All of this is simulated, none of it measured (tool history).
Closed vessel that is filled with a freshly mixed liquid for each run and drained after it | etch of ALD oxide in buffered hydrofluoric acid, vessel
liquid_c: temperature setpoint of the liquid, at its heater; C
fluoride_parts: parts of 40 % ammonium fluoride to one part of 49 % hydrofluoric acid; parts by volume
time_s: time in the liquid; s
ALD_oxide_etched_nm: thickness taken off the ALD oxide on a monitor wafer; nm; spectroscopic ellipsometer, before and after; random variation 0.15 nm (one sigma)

run,hour,liquid_c,fluoride_parts,time_s,ALD_oxide_etched_nm
1,0.0,24.0,15.5,30,44.506
2,8.4,24.0,15.5,30,44.520
3,13.2,25.5,15.5,30,48.427
4,20.7,25.5,19.5,30,39.137
5,22.8,24.5,19.5,30,36.987
6,26.0,24.0,19.5,30,35.741

The next listed run, before its measurement:
7,29.3,24.0,19.5,30,?

Run 7 gave ALD_oxide_etched_nm 35.987 nm.
